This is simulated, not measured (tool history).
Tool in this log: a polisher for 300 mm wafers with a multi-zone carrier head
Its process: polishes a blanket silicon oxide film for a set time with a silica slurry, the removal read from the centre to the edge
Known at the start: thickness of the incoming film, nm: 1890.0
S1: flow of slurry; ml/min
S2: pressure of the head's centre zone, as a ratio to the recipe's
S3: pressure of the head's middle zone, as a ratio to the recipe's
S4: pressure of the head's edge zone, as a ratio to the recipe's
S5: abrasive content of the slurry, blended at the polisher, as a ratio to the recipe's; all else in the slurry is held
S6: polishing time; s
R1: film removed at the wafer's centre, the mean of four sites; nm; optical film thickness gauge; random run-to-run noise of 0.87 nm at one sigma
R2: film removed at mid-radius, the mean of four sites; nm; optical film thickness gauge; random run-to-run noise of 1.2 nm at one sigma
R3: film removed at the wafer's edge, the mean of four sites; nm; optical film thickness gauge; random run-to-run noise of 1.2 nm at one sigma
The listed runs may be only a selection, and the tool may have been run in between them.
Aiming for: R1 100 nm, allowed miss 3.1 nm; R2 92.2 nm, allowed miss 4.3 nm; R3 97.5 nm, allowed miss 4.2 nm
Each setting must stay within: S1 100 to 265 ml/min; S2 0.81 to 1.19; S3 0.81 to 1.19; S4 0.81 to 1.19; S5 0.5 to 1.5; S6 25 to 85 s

| run | hour | S1 | S2 | S3 | S4 | S5 | S6 | R1 | R2 | R3 |
|---|---|---|---|---|---|---|---|---|---|---|
| 1 | 0 | 170 | 1 | 1 | 1 | 1 | 55 | 112.23 | 119.81 | 119.67 |
| 2 | 2 | 170 | 1 | 0.92 | 1 | 1 | 55 | 110.72 | 110.15 | 117.6 |
| 3 | 4.9 | 170 | 1 | 0.88 | 1 | 1 | 55 | 111.7 | 109.74 | 118.97 |
| 4 | 9.4 | 165 | 1.01 | 0.87 | 0.97 | 0.95 | 55 | 107.8 | 103.89 | 114.44 |
| 5 | 11.2 | 200 | 1.01 | 0.87 | 0.97 | 0.95 | 55 | 112.85 | 106.38 | 117.13 |
| 6 | 17.9 | 200 | 1.01 | 0.83 | 0.97 | 0.95 | 55 | 113.51 | 103.24 | 118.07 |
| 7 | 24.7 | 190 | 1.02 | 0.84 | 0.94 | 0.9 | 55 | 109.98 | 101.07 | 113.5 |
| 8 | 28.3 | 185 | 1.03 | 0.85 | 0.92 | 0.85 | 55 | 105.93 | 100.77 | 106.8 |
| 9 | 35.7 | 180 | 1.04 | 0.84 | 0.91 | 0.85 | 55 | 108.55 | 95.966 | 105.05 |
| 10 | 42.7 | 170 | 1.03 | 0.84 | 0.9 | 0.85 | 55 | 105.73 | 96.176 | 103.55 |
| 11 | 43.2 | 140 | 1.02 | 0.82 | 0.85 | 0.8 | 55 | 95.422 | 89.745 | 95.185 |

Next run, 5 choices. One meets every target within its allowed miss, the rest don't. Which?
| A | 43.7 | 110 | 0.99 | 0.85 | 0.81 | 0.85 | 56 | ? | ? | ? |
| B | 43.7 | 120 | 1.04 | 0.86 | 0.85 | 1.05 | 50 | ? | ? | ? |
| C | 43.7 | 125 | 0.95 | 0.83 | 0.91 | 0.9 | 53 | ? | ? | ? |
| D | 43.7 | 125 | 0.96 | 0.81 | 0.89 | 0.85 | 56 | ? | ? | ? |
| E | 43.7 | 130 | 0.96 | 0.81 | 0.87 | 0.8 | 59 | ? | ? | ? |

| move | R1 | R2 | R3 |
|---|---|---|---|
| A | 91.554 | 88.583 | 93.064 |
| B | 99.333 | 91.816 | 96.932 |
| C | 89.596 | 88.421 | 98.438 |
| D | 92.567 | 88.836 | 99.642 |
| E | 95.131 | 91.173 | 100.9 |
A: misses by more than the last run did
B: every result lands within tolerance
C: misses by more than the last run did
D: misses by more than the last run did
E: misses by more than the last run did
Correct choice: B, which meets every target
